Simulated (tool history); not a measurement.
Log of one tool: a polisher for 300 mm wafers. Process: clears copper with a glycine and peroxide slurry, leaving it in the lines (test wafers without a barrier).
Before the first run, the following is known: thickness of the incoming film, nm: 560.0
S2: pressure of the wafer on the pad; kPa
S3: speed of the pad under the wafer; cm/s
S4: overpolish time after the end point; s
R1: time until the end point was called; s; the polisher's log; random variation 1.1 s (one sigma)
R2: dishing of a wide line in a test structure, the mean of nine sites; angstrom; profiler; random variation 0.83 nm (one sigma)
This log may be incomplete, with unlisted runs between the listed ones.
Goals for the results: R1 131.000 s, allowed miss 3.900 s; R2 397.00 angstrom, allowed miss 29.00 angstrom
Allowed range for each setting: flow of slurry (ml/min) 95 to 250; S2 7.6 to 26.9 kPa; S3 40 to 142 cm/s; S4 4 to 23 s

{"run": 1, "hour": 0.0, "flow of slurry (ml/min)": 160, "S2": 17.2, "S3": 90, "S4": 12, "R1": 98.291, "R2": 401.21}
{"run": 2, "hour": 3.5, "flow of slurry (ml/min)": 155, "S2": 15.9, "S3": 90, "S4": 13, "R1": 107.15, "R2": 405.8}
{"run": 3, "hour": 11.3, "flow of slurry (ml/min)": 150, "S2": 15.2, "S3": 90, "S4": 13, "R1": 109.46, "R2": 410.96}
{"run": 4, "hour": 15.4, "flow of slurry (ml/min)": 150, "S2": 15.2, "S3": 108, "S4": 13, "R1": 95.795, "R2": 462.38}
{"run": 5, "hour": 21.1, "flow of slurry (ml/min)": 150, "S2": 19.3, "S3": 108, "S4": 13, "R1": 78.442, "R2": 535.1}
{"run": 6, "hour": 21.7, "flow of slurry (ml/min)": 145, "S2": 17.2, "S3": 108, "S4": 13, "R1": 85.904, "R2": 493.47}
{"run": 7, "hour": 23.9, "flow of slurry (ml/min)": 145, "S2": 15.2, "S3": 108, "S4": 13, "R1": 96.997, "R2": 443.4}
{"run": 8, "hour": 33.0, "flow of slurry (ml/min)": 140, "S2": 13.8, "S3": 108, "S4": 13, "R1": 105.03, "R2": 421.92}
{"run": 9, "hour": 36.3, "flow of slurry (ml/min)": 140, "S2": 13.8, "S3": 108, "S4": 13, "R1": 103.83, "R2": 414.96}
{"run": 10, "hour": 41.3, "flow of slurry (ml/min)": 135, "S2": 13.1, "S3": 108, "S4": 13, "R1": 108.64, "R2": 398.83}
{"run": 11, "hour": 43.4, "flow of slurry (ml/min)": 130, "S2": 12.4, "S3": 108, "S4": 13, "R1": 115.57, "R2": 386.8}
{"run": 12, "hour": 48.0, "flow of slurry (ml/min)": 125, "S2": 12.4, "S3": 108, "S4": 13, "R1": 114.27, "R2": 394.18}

Consider the 4 candidate settings below. Which is the only one whose results all fall within their allowed miss of target?
{"run": "A", "hour": 52.6, "flow of slurry (ml/min)": 110, "S2": 12.4, "S3": 102, "S4": 14, "R1": "?", "R2": "?"}
{"run": "B", "hour": 52.6, "flow of slurry (ml/min)": 165, "S2": 14.5, "S3": 80, "S4": 14, "R1": "?", "R2": "?"}
{"run": "C", "hour": 52.6, "flow of slurry (ml/min)": 110, "S2": 11.7, "S3": 98, "S4": 18, "R1": "?", "R2": "?"}
{"run": "D", "hour": 52.6, "flow of slurry (ml/min)": 125, "S2": 10.3, "S3": 110, "S4": 15, "R1": "?", "R2": "?"}

move=A R1=121.580 R2=397.91
move=B R1=122.740 R2=398.70
move=C R1=130.730 R2=464.92
move=D R1=129.180 R2=397.69
A: nearer the targets than the last run, but a result is still out of spec
B: nearer the targets than the last run, but a result is still out of spec
C: the worst result of the last run now meets its target, but another is out of spec
D: each result inside its tolerance
Go with D: it meets all targets.

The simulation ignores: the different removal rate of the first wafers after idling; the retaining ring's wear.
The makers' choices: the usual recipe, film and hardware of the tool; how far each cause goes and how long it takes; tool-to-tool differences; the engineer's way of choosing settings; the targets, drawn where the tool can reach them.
